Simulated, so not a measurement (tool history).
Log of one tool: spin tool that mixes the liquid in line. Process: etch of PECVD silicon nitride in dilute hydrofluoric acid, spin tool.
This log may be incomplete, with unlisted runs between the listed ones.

run  hour  temperature setpoint of the liquid (C)  parts of water to one part of 49 % hydrofluoric acid (parts by volume)  time under the liquid (s)  thickness taken off the PECVD silicon nitride on a monitor wafer (nm)
  1     0                                      20                                                                     155                        280                                                                 4.7087
  2   3.4                                    21.5                                                                     150                        280                                                                 5.3392
  3   4.5                                    22.5                                                                     145                        280                                                                 5.9368
  4   7.5                                    23.5                                                                     140                        280                                                                 6.6455
  5  11.3                                      22                                                                     140                        280                                                                 5.9014
  6  16.8                                      25                                                                     140                        280                                                                  7.188
  7  24.4                                    25.5                                                                     135                        280                                                                   7.72
  8  30.9                                    25.5                                                                     135                        280                                                                 7.7274

Run 9 is up next; what results do you expect?
  9  34.2                                      26                                                                     135                        280                                                                      ?

Run 9 measured thickness taken off the PECVD silicon nitride on a monitor wafer (nm) 7.8878.
